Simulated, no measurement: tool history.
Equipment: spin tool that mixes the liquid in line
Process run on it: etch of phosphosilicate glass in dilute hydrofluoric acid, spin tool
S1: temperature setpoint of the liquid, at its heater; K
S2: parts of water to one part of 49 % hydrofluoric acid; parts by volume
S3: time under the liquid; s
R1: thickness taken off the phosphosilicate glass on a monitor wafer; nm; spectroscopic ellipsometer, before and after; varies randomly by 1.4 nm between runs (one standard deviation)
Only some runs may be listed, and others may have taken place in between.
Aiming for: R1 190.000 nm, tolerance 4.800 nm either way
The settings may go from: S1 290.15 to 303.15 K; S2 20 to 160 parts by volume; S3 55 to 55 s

{"run": 1, "day": 0.0, "S1": 295.15, "S2": 90, "S3": 55, "R1": 101.83}
{"run": 2, "day": 0.175, "S1": 296.65, "S2": 85, "S3": 55, "R1": 114.92}
{"run": 3, "day": 0.446, "S1": 296.65, "S2": 100, "S3": 55, "R1": 95.762}
{"run": 4, "day": 0.804, "S1": 297.65, "S2": 95, "S3": 55, "R1": 106.51}
{"run": 5, "day": 1.083, "S1": 298.65, "S2": 90, "S3": 55, "R1": 117.43}
{"run": 6, "day": 1.458, "S1": 299.65, "S2": 85, "S3": 55, "R1": 130.14}
{"run": 7, "day": 1.575, "S1": 300.15, "S2": 80, "S3": 55, "R1": 141.1}
{"run": 8, "day": 1.6, "S1": 300.15, "S2": 80, "S3": 55, "R1": 143.05}

Next run, 5 choices. One meets every target within its allowed miss, the rest don't. Which?
{"run": "A", "day": 1.625, "S1": 301.65, "S2": 60, "S3": 55, "R1": "?"}
{"run": "B", "day": 1.625, "S1": 301.65, "S2": 65, "S3": 55, "R1": "?"}
{"run": "C", "day": 1.625, "S1": 300.65, "S2": 75, "S3": 55, "R1": "?"}
{"run": "D", "day": 1.625, "S1": 302.15, "S2": 100, "S3": 55, "R1": "?"}
{"run": "E", "day": 1.625, "S1": 300.65, "S2": 55, "S3": 55, "R1": "?"}

move=A R1=206.640
move=B R1=189.370
move=C R1=155.590
move=D R1=119.420
move=E R1=218.250
A: the result that was furthest off in the last run now lies on the other side of its target
B: all results land within tolerance of their targets
C: closer than the last run, but not yet in spec
D: further off than the last run
E: the result that was furthest off in the last run now lies on the other side of its target
Correct choice: B, which meets every target
